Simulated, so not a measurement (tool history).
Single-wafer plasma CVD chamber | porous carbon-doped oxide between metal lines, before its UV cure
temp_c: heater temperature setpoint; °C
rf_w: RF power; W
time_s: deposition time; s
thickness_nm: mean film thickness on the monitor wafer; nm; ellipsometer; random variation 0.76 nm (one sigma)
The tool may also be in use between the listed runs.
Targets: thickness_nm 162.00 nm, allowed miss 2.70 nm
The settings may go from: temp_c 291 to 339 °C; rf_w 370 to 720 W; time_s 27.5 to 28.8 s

run,hour,temp_c,rf_w,time_s,thickness_nm
1,0.0,315,545,28.8,142.97
2,5.6,309,545,28.8,147.08
3,9.4,309,490,28.8,139.72
4,18.0,309,415,28.8,131.31
5,24.8,309,415,27.5,124.09
6,32.0,307,435,27.6,128.22
7,40.0,305,455,27.7,131.97
8,47.6,305,455,27.7,133.17
9,54.6,304,470,27.8,136.84
10,61.3,292,555,28.1,157.92

5 next moves are on the table. One of them brings every result within its allowed miss. Which?
A,68.0,292,555,27.5,?
B,68.0,303,600,27.9,?
C,68.0,294,605,27.7,?
D,68.0,291,535,27.5,?
E,68.0,294,550,27.8,?

move,thickness_nm
A,155.87
B,155.40
C,162.08
D,153.88
E,155.22
A: further off than the last run
B: further off than the last run
C: meets every target
D: further off than the last run
E: further off than the last run
Answer: C
